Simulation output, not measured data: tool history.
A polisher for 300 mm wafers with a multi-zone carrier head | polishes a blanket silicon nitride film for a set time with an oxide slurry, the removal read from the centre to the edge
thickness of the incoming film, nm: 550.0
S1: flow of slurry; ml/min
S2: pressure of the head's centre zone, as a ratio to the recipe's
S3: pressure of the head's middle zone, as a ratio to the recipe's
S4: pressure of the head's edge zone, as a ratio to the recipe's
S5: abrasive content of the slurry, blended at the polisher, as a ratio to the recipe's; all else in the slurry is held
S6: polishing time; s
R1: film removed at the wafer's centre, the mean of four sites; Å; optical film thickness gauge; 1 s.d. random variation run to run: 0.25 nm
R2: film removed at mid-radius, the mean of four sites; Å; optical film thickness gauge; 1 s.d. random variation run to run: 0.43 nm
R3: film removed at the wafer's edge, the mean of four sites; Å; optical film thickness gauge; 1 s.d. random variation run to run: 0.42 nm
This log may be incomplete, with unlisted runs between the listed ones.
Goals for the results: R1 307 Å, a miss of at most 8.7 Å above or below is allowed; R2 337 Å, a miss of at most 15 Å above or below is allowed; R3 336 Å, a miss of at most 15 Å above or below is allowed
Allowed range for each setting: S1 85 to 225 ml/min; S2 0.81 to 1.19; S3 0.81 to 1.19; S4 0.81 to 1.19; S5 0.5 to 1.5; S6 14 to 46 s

run	hour	S1	S2	S3	S4	S5	S6	R1	R2	R3
1	0	145	1	1	1	1	30	233.72	226.61	233.43
2	5.8	150	0.99	1.02	1.03	1.1	30	240.8	240.4	249.06
3	8.6	150	0.99	1.02	1.03	1.1	34	275.6	272.58	278.68
4	10.9	150	0.99	1.09	1.03	1.1	34	271.72	289.24	270.48
5	17.4	160	0.98	1.09	1.05	1.15	34	276.52	301.01	286.78
6	24.5	160	0.98	1.09	0.97	1.15	34	279.2	299.65	271.17
7	32.2	170	0.98	1.09	1	1.2	34	288.84	307.23	287.11
8	36.1	175	0.98	1.09	1.02	1.2	34	287.97	305.23	289.8
9	43.8	175	0.98	1.1	1.04	1.25	34	294.96	316.12	302.14
10	46.8	200	0.96	1.11	1.14	1.3	34	295.1	335.01	325.91

Which of these 4 next moves meets every target?
A	49.8	145	0.97	1.11	1.14	1.2	38	?	?	?
B	49.8	160	0.88	1.07	1.19	1.5	35	?	?	?
C	49.8	215	0.86	1.05	1.19	1.25	36	?	?	?
D	49.8	185	0.87	1.11	1.17	1.25	36	?	?	?

move	R1	R2	R3
A	310.62	333.96	330.77
B	286.56	328.87	342.05
C	283.59	326.14	340.68
D	280.34	334.82	332.18
A: every result within its allowed miss
B: lands further from the targets than the last run did
C: lands further from the targets than the last run did
D: lands further from the targets than the last run did
Correct choice: A, which meets every target

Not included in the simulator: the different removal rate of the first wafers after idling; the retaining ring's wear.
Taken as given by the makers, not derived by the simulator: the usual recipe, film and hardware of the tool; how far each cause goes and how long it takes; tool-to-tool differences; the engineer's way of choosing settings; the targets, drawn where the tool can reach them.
